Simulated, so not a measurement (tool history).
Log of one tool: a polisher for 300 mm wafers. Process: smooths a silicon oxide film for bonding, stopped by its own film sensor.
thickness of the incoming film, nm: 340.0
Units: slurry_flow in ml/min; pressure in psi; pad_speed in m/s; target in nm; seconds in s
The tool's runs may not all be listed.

run  hour  slurry_flow  pressure  pad_speed  slurry_solids  target  seconds
  1     0          190       1.4       1.14              1     300   76.034
  2   2.4          190       1.4       1.36              1     300   66.823
  3  10.7          190       1.5       1.38              1     300   60.767
  4  17.5          190       1.6        1.4              1     300   55.936
  5  25.5          190       1.7        1.4              1     300   53.349
  6  28.4          190       1.7       1.18              1     300   60.495
  7  30.5          190       1.8        1.2              1     300   57.702

The next listed run, before its measurement:
  8  31.5          190       1.9       1.22              1     300        ?

seconds: 52.726 s
